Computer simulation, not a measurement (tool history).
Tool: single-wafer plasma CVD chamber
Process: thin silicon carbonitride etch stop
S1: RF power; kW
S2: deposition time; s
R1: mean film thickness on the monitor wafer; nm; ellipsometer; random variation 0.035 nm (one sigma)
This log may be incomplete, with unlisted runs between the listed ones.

Run 1, hour 0: S1 0.27 kW, S2 15.5 s. Result: R1 9.3474 nm.
Run 2, hour 2.6: S1 0.28 kW, S2 15.8 s. Result: R1 9.6606 nm.
Run 3, hour 3.7: S1 0.29 kW, S2 16 s. Result: R1 9.8564 nm.
Run 4, hour 6.2: S1 0.295 kW, S2 16.2 s. Result: R1 10.016 nm.
Run 5, hour 8.3: S1 0.3 kW, S2 16.4 s. Result: R1 10.255 nm.
Run 6, hour 10.6: S1 0.325 kW, S2 16.4 s. Result: R1 10.466 nm.

The next listed run, before its measurement:
Run 7, hour 19.3: S1 0.33 kW, S2 16.5 s. Result: R1 ?.

R1: 10.672 nm

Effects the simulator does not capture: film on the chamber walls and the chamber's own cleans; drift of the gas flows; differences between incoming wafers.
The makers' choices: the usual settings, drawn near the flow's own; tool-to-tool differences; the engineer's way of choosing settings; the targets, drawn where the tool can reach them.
